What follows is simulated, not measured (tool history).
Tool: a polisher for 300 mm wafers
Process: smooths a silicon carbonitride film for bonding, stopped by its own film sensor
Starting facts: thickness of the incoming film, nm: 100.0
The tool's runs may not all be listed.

| run | day | flow of slurry (ml/min) | pressure of the wafer on the pad (kPa) | speed of the pad under the wafer (m/s) | abrasive content of the slurry | target thickness at which the film sensor stops the polish (Å) | time until the film sensor stopped the polish (s) |
|---|---|---|---|---|---|---|---|
| 1 | 0.000 | 245 | 11.7 | 0.78 | 1.0 | 790 | 139.40 |
| 2 | 0.317 | 245 | 11.7 | 0.78 | 1.0 | 780 | 143.98 |
| 3 | 0.617 | 285 | 11.7 | 0.78 | 1.0 | 780 | 144.75 |
| 4 | 0.662 | 285 | 13.1 | 0.78 | 1.0 | 780 | 133.93 |
| 5 | 0.796 | 285 | 13.1 | 0.78 | 0.8 | 780 | 137.05 |
| 6 | 0.996 | 285 | 13.1 | 0.78 | 0.9 | 780 | 136.40 |
| 7 | 1.183 | 285 | 16.5 | 0.80 | 0.9 | 780 | 105.18 |
| 8 | 1.250 | 285 | 17.2 | 0.80 | 0.9 | 780 | 100.52 |

For run 9, what comes out?
| 9 | 1.621 | 285 | 17.9 | 0.80 | 0.9 | 780 | ? |

time until the film sensor stopped the polish (s): 100.02
